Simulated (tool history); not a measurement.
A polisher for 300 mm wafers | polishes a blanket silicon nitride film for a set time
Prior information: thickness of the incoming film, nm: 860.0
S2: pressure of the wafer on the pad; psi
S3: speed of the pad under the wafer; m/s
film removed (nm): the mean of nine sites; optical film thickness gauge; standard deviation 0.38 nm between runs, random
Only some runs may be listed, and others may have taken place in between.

Run 1, hour 0.0: flow of slurry (ml/min) 180, S2 3.3 psi, S3 1.30 m/s, polishing time (s) 29. Result: film removed (nm) 45.603.
Run 2, hour 3.9: flow of slurry (ml/min) 180, S2 3.9 psi, S3 1.30 m/s, polishing time (s) 29. Result: film removed (nm) 52.284.
Run 3, hour 4.7: flow of slurry (ml/min) 175, S2 3.7 psi, S3 1.30 m/s, polishing time (s) 29. Result: film removed (nm) 50.063.
Run 4, hour 11.6: flow of slurry (ml/min) 175, S2 3.7 psi, S3 1.30 m/s, polishing time (s) 25. Result: film removed (nm) 43.231.
Run 5, hour 19.0: flow of slurry (ml/min) 165, S2 3.7 psi, S3 1.30 m/s, polishing time (s) 25. Result: film removed (nm) 42.748.
At hour 23.5: head pressure recalibrated.
Run 6, hour 23.5: flow of slurry (ml/min) 160, S2 3.7 psi, S3 1.30 m/s, polishing time (s) 25. Result: film removed (nm) 45.818.

Forecast run 7:
Run 7, hour 26.8: flow of slurry (ml/min) 170, S2 3.6 psi, S3 1.30 m/s, polishing time (s) 25. Result: film removed (nm) ?.

Run 7 gave film removed (nm) 45.046.
